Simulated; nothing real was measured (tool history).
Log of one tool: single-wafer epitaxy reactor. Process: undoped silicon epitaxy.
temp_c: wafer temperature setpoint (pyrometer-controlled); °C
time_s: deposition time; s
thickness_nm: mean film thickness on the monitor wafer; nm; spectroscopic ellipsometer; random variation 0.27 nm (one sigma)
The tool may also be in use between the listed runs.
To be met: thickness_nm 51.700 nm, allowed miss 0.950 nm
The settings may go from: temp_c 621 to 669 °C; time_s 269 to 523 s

Run 1, day 0.000: temp_c 645 °C, time_s 396 s. Result: thickness_nm 65.303 nm.
Run 2, day 0.046: temp_c 645 °C, time_s 357 s. Result: thickness_nm 58.653 nm.
Run 3, day 0.304: temp_c 645 °C, time_s 329 s. Result: thickness_nm 54.218 nm.
Run 4, day 0.629: temp_c 640 °C, time_s 329 s. Result: thickness_nm 48.217 nm.
Run 5, day 0.833: temp_c 640 °C, time_s 272 s. Result: thickness_nm 39.207 nm.
Run 6, day 1.062: temp_c 640 °C, time_s 269 s. Result: thickness_nm 39.320 nm.
Run 7, day 1.117: temp_c 643 °C, time_s 269 s. Result: thickness_nm 42.393 nm.
Run 8, day 1.342: temp_c 645 °C, time_s 269 s. Result: thickness_nm 43.889 nm.
Run 9, day 1.696: temp_c 645 °C, time_s 269 s. Result: thickness_nm 44.344 nm.
Run 10, day 1.900: temp_c 646 °C, time_s 269 s. Result: thickness_nm 45.327 nm.
Run 11, day 2.212: temp_c 647 °C, time_s 269 s. Result: thickness_nm 46.262 nm.
Run 12, day 2.567: temp_c 648 °C, time_s 269 s. Result: thickness_nm 47.454 nm.
Run 13, day 2.829: temp_c 649 °C, time_s 269 s. Result: thickness_nm 49.087 nm.
Run 14, day 3.112: temp_c 650 °C, time_s 269 s. Result: thickness_nm 50.235 nm.

5 next moves are on the table. One of them brings every result within its allowed miss. Which?
Run A, day 3.396: temp_c 649 °C, time_s 275 s. Result: thickness_nm ?.
Run B, day 3.396: temp_c 649 °C, time_s 269 s. Result: thickness_nm ?.
Run C, day 3.396: temp_c 648 °C, time_s 269 s. Result: thickness_nm ?.
Run D, day 3.396: temp_c 644 °C, time_s 319 s. Result: thickness_nm ?.
Run E, day 3.396: temp_c 645 °C, time_s 290 s. Result: thickness_nm ?.

move  thickness_nm
   A        50.508
   B        49.406
   C        48.191
   D        51.700
   E        48.197
A: nearer than the last run, and not there yet
B: further off than the last run
C: further off than the last run
D: meets every target
E: further off than the last run
The right move is D.
